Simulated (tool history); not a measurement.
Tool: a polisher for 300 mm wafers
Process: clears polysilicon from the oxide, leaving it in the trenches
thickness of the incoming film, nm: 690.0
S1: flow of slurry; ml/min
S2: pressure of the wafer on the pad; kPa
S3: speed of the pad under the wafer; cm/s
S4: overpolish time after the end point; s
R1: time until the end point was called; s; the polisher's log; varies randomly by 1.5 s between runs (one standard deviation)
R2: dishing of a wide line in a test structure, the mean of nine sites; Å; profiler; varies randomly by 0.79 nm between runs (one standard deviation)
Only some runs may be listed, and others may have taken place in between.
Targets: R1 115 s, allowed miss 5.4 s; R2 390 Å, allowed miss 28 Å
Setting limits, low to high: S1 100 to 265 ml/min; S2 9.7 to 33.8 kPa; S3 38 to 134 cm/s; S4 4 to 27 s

run,hour,S1,S2,S3,S4,R1,R2
1,0,170,21.4,86,14,53.278,397.15
2,8.9,170,17.9,80,15,67.358,398.91
3,15,170,17.9,80,13,66.524,399.44
4,19.3,170,17.9,80,9,67.359,373.72
5,27.4,170,15.2,76,10,79.807,369.89
6,31.9,170,13.8,74,12,89.338,368.7
7,38.6,170,12.4,74,15,97.954,386.79
8,41.9,165,9.7,72,15,128.39,358.47
9,48.8,180,9.7,72,16,125.75,366.62

5 candidate next runs follow, results not yet known. Just one meets every target within its allowed miss. Identify it.
A,55.7,180,9.7,86,23,?,?
B,55.7,205,13.8,42,10,?,?
C,55.7,135,13.1,70,27,?,?
D,55.7,165,9.7,58,18,?,?
E,55.7,185,9.7,70,15,?,?

move,R1,R2
A,113.24,408.99
B,116.84,326.55
C,101.43,417.12
D,144.44,373.28
E,127.68,366.93
A: all results in spec
B: gets the furthest-off result to its target, but another result is out of tolerance
C: takes the biggest miss from the last run beyond its target
D: moves away from the targets compared with the last run
E: moves away from the targets compared with the last run
The right move is A.
